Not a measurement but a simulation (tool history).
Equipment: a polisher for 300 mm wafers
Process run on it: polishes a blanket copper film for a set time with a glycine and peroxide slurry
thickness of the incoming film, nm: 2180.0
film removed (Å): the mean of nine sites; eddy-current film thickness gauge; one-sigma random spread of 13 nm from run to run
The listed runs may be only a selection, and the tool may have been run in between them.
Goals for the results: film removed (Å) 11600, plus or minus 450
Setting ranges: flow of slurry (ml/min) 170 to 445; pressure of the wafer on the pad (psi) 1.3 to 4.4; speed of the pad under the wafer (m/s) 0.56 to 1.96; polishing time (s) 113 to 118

| run | day | flow of slurry (ml/min) | pressure of the wafer on the pad (psi) | speed of the pad under the wafer (m/s) | polishing time (s) | film removed (Å) |
|---|---|---|---|---|---|---|
| 1 | 0 | 285 | 2.8 | 1.26 | 113 | 6839.9 |
| 2 | 0.112 | 285 | 2.8 | 1.26 | 113 | 6908.1 |
| 3 | 0.35 | 285 | 3.1 | 1.28 | 113 | 7621.3 |
| 4 | 0.404 | 235 | 3.1 | 1.28 | 113 | 7372.4 |
| 5 | 0.696 | 240 | 3.3 | 1.3 | 113 | 7853.1 |
| 6 | 0.854 | 240 | 3.3 | 1.6 | 113 | 9527.4 |
| 7 | 1.1 | 245 | 3.4 | 1.6 | 113 | 9673.4 |
| 8 | 1.154 | 245 | 3.5 | 1.6 | 113 | 10015 |
| 9 | 1.188 | 250 | 3.6 | 1.6 | 113 | 10084 |
| 10 | 1.45 | 250 | 3.7 | 1.6 | 113 | 10406 |
| 11 | 1.792 | 250 | 3.7 | 1.6 | 113 | 10423 |

Exercise: of the 4 proposed moves below, exactly one satisfies all targets within the stated allowed misses. Which move is it?
| A | 2.133 | 260 | 3.9 | 1.54 | 113 | ? |
| B | 2.133 | 230 | 4 | 1.52 | 113 | ? |
| C | 2.133 | 330 | 3.9 | 1.48 | 113 | ? |
| D | 2.133 | 310 | 4.3 | 1.4 | 118 | ? |

| move | film removed (Å) |
|---|---|
| A | 10610 |
| B | 10592 |
| C | 10502 |
| D | 11388 |
A: nearer than the last run, and not there yet
B: nearer than the last run, and not there yet
C: nearer than the last run, and not there yet
D: all results land within tolerance of their targets
Go with D: it meets all targets.

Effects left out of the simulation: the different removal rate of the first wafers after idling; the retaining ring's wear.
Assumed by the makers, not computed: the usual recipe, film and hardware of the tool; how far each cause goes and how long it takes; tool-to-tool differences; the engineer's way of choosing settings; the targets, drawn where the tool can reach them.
